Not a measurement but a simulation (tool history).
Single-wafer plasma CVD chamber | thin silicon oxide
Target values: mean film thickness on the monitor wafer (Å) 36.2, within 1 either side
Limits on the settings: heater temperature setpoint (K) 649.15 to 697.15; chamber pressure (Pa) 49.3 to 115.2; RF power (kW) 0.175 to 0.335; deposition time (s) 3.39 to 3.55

run,hour,heater temperature setpoint (K),chamber pressure (Pa),RF power (kW),deposition time (s),mean film thickness on the monitor wafer (Å)
1,0,673.15,82.3,0.255,3.55,46.717
2,8.7,673.15,72.1,0.255,3.55,40.973
3,10.7,673.15,72.1,0.29,3.55,42.342
4,14.7,673.15,72.1,0.27,3.55,41.33
5,15.6,673.15,72.1,0.27,3.55,41.578
6,21.3,673.15,81.7,0.27,3.55,47.057
7,26.1,673.15,76.1,0.27,3.54,43.945
# hour 34.3: thermocouple changed; heater temperature recalibrated
8,34.3,673.15,59.7,0.265,3.53,34.002
9,38.2,673.15,60.9,0.265,3.53,34.965
10,42.7,673.15,61.6,0.265,3.53,35.286

Below are 5 possible settings for the next run. Only one of them brings all results inside the allowed miss of their targets. Which is it?
A,47.2,676.15,59.7,0.275,3.52,?
B,47.2,678.15,67.3,0.225,3.55,?
C,47.2,674.15,65.2,0.235,3.39,?
D,47.2,671.15,61.2,0.29,3.39,?
E,47.2,668.15,59.6,0.26,3.39,?

move,mean film thickness on the monitor wafer (Å)
A,34.172
B,36.243
C,34.107
D,34.409
E,32.404
A: moves away from the targets compared with the last run
B: all results in spec
C: moves away from the targets compared with the last run
D: moves away from the targets compared with the last run
E: moves away from the targets compared with the last run
B meets every target.
